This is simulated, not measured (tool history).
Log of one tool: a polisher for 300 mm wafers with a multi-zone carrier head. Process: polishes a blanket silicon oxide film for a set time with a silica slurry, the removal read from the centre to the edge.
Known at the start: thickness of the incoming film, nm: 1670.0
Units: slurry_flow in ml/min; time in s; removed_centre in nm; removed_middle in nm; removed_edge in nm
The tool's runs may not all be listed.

| run | hour | slurry_flow | centre_zone | middle_zone | edge_zone | slurry_solids | time | removed_centre | removed_middle | removed_edge |
|---|---|---|---|---|---|---|---|---|---|---|
| 1 | 0 | 275 | 1 | 1 | 1 | 1 | 44 | 207.67 | 209.8 | 213.25 |
| 2 | 7 | 295 | 0.99 | 1.05 | 1.01 | 1.05 | 44 | 214.64 | 228.04 | 220.81 |
| 3 | 8.6 | 310 | 0.98 | 1.09 | 1.02 | 1.1 | 44 | 223.23 | 243.62 | 229.48 |
| 4 | 16.5 | 310 | 0.98 | 1.04 | 1.02 | 1.1 | 44 | 216.31 | 235.78 | 229.66 |
| 5 | 17.5 | 330 | 0.97 | 1.08 | 1.03 | 1.1 | 44 | 219.16 | 245.1 | 231.13 |
| 6 | 22 | 330 | 0.97 | 1.03 | 1.03 | 1.1 | 44 | 222.69 | 233.64 | 231.07 |
| 7 | 27 | 345 | 0.96 | 1.07 | 1.04 | 1.1 | 44 | 215.16 | 241.46 | 232.48 |
| 8 | 34 | 350 | 0.96 | 1.1 | 1.04 | 1.15 | 44 | 226.51 | 258.72 | 239.72 |
| 9 | 40.8 | 395 | 0.92 | 1.18 | 1.04 | 1.15 | 44 | 212.75 | 272.92 | 241.43 |

Run 10 comes next. What will it give?
| 10 | 48.2 | 395 | 0.93 | 1.18 | 1.03 | 1.15 | 44 | ? | ? | ? |

Run 10 gave removed_centre 220.71 nm, removed_middle 273.62 nm, removed_edge 238.09 nm.
